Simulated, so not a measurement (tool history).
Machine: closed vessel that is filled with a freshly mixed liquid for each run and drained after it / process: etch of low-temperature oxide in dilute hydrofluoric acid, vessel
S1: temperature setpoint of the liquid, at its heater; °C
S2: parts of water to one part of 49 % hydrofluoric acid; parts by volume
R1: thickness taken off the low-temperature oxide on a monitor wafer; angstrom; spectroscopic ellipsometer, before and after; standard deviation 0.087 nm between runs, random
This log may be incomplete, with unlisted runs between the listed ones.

{"run": 1, "hour": 0.0, "S1": 20.0, "S2": 180, "time in the liquid (s)": 275, "R1": 189.0}
{"run": 2, "hour": 2.3, "S1": 20.0, "S2": 180, "time in the liquid (s)": 290, "R1": 199.61}
{"run": 3, "hour": 4.8, "S1": 21.5, "S2": 180, "time in the liquid (s)": 290, "R1": 210.56}
{"run": 4, "hour": 12.2, "S1": 21.5, "S2": 180, "time in the liquid (s)": 290, "R1": 212.2}
{"run": 5, "hour": 17.1, "S1": 23.0, "S2": 180, "time in the liquid (s)": 290, "R1": 225.65}
{"run": 6, "hour": 24.8, "S1": 24.0, "S2": 180, "time in the liquid (s)": 290, "R1": 232.54}
{"run": 7, "hour": 33.9, "S1": 24.5, "S2": 180, "time in the liquid (s)": 290, "R1": 234.68}

Run 8 has not been measured yet. What should we expect?
{"run": 8, "hour": 34.8, "S1": 25.0, "S2": 180, "time in the liquid (s)": 290, "R1": "?"}

Run 8 came out at R1 240.83 angstrom.
